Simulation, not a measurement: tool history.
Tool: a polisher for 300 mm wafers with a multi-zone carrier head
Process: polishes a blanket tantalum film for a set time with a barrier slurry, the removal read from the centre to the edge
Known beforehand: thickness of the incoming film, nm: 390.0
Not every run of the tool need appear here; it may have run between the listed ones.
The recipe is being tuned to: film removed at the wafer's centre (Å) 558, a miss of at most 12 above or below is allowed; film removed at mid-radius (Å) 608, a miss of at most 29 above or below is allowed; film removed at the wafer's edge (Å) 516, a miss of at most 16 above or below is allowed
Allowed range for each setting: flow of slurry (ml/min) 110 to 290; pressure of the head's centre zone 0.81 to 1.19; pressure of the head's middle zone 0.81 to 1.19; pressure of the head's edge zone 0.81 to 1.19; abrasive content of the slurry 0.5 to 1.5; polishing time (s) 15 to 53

| run | hour | flow of slurry (ml/min) | pressure of the head's centre zone | pressure of the head's middle zone | pressure of the head's edge zone | abrasive content of the slurry | polishing time (s) | film removed at the wafer's centre (Å) | film removed at mid-radius (Å) | film removed at the wafer's edge (Å) |
|---|---|---|---|---|---|---|---|---|---|---|
| 1 | 0 | 185 | 1 | 1 | 1 | 1 | 34 | 569.91 | 569.58 | 582.68 |
| 2 | 5 | 155 | 1 | 1 | 1 | 1 | 34 | 544.54 | 570.5 | 567.55 |
| 3 | 10.9 | 155 | 1.01 | 1.03 | 0.95 | 1 | 34 | 550.67 | 578.6 | 546.64 |
| 4 | 16.3 | 155 | 0.94 | 1.03 | 0.95 | 1 | 34 | 526.68 | 579.82 | 557.92 |
| 5 | 18.4 | 155 | 0.94 | 0.99 | 0.95 | 1 | 34 | 514.29 | 558.47 | 553 |
| 6 | 20.2 | 140 | 0.94 | 0.99 | 0.95 | 1 | 34 | 504.56 | 544.34 | 551.67 |
| 7 | 24.2 | 155 | 0.95 | 1.02 | 0.92 | 0.95 | 34 | 517.34 | 562.36 | 535.56 |
| 8 | 28.8 | 165 | 0.96 | 1.04 | 0.9 | 0.95 | 34 | 522.68 | 581.8 | 544.56 |
| 9 | 32.5 | 170 | 1 | 1.06 | 0.88 | 0.9 | 34 | 538.56 | 571.76 | 519.23 |
| 10 | 41.1 | 175 | 1 | 1.08 | 0.87 | 0.9 | 34 | 543.66 | 588.06 | 516.3 |
| 11 | 46.5 | 175 | 1 | 1.08 | 0.87 | 0.9 | 34 | 543.46 | 579.57 | 519.27 |
| 12 | 53 | 180 | 1 | 1.1 | 0.86 | 0.9 | 34 | 540.32 | 595.69 | 532.39 |
| 13 | 60.5 | 180 | 1.08 | 1.16 | 0.81 | 0.8 | 34 | 555.6 | 594.67 | 489.24 |
| 14 | 61.7 | 185 | 1.07 | 1.16 | 0.83 | 0.8 | 34 | 558.31 | 609.91 | 500.66 |

Of the 5 settings listed for the next run, only one would bring every result within its allowed miss of target. Which one?
| A | 62.9 | 195 | 1.04 | 1.14 | 0.87 | 0.7 | 36 | ? | ? | ? |
| B | 62.9 | 195 | 1.1 | 1.16 | 0.81 | 0.65 | 36 | ? | ? | ? |
| C | 62.9 | 200 | 1.15 | 1.19 | 0.83 | 0.75 | 32 | ? | ? | ? |
| D | 62.9 | 190 | 1.09 | 1 | 0.85 | 0.8 | 33 | ? | ? | ? |
| E | 62.9 | 190 | 1.12 | 1.19 | 0.81 | 0.85 | 33 | ? | ? | ? |

| move | film removed at the wafer's centre (Å) | film removed at mid-radius (Å) | film removed at the wafer's edge (Å) |
|---|---|---|---|
| A | 548.84 | 618.68 | 509.13 |
| B | 557.66 | 608.32 | 478.34 |
| C | 547.29 | 586.56 | 456.3 |
| D | 547.04 | 536.42 | 485.15 |
| E | 572.26 | 627.72 | 484.08 |
A: meets every target
B: further off than the last run
C: further off than the last run
D: further off than the last run
E: further off than the last run
Answer: A

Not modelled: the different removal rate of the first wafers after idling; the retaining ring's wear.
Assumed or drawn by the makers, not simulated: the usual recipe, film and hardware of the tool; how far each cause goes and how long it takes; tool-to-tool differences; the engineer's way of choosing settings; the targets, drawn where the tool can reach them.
